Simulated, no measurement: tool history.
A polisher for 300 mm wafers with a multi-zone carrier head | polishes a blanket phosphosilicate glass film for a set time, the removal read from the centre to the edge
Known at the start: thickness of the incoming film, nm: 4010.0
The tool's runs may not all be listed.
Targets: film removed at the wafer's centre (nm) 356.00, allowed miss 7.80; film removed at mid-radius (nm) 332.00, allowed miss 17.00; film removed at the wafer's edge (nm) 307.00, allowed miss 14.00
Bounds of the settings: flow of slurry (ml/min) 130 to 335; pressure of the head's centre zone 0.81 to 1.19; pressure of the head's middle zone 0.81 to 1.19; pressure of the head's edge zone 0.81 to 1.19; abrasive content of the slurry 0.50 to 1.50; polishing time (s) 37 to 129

run,day,flow of slurry (ml/min),pressure of the head's centre zone,pressure of the head's middle zone,pressure of the head's edge zone,abrasive content of the slurry,polishing time (s),film removed at the wafer's centre (nm),film removed at mid-radius (nm),film removed at the wafer's edge (nm)
1,0.000,215,1.00,1.00,1.00,1.00,83,499.93,507.09,497.86
2,0.121,225,1.01,0.99,0.96,0.85,79,457.99,458.71,438.42
3,0.258,225,1.02,0.97,0.93,0.75,76,422.94,420.03,400.08
4,0.354,225,1.02,0.97,0.93,0.60,76,392.70,390.85,371.43
5,0.667,220,1.03,0.96,0.90,0.55,74,381.48,372.41,343.74
6,1.008,220,1.03,0.96,0.98,0.55,74,373.34,366.80,362.95
7,1.062,205,1.03,0.95,0.94,0.55,73,367.33,348.16,339.78
8,1.329,195,1.03,0.95,0.92,0.55,73,364.03,354.76,344.80
9,1.638,200,1.03,0.94,0.90,0.55,72,361.63,340.13,324.90
10,1.738,195,1.03,0.94,0.89,0.55,72,357.93,348.72,334.98
11,1.800,205,1.04,0.93,0.87,0.55,71,361.52,337.57,331.84
12,1.850,205,1.04,0.93,0.87,0.55,71,360.60,340.06,329.69
13,1.938,200,1.05,0.93,0.86,0.55,71,360.77,339.82,321.08

Which of these 4 next moves meets every target?
A,2.025,260,1.08,0.98,0.89,0.50,67,?,?,?
B,2.025,200,1.03,0.94,0.91,0.70,66,?,?,?
C,2.025,200,1.03,1.12,0.81,0.50,71,?,?,?
D,2.025,215,1.03,0.91,0.92,0.60,68,?,?,?

move,film removed at the wafer's centre (nm),film removed at mid-radius (nm),film removed at the wafer's edge (nm)
A,357.13,333.08,310.16
B,358.89,344.33,334.84
C,346.73,368.57,306.27
D,356.01,334.99,332.60
A: meets every target
B: further off than the last run
C: brings the result that was furthest off to its target, and leaves another outside
D: further off than the last run
Answer: A
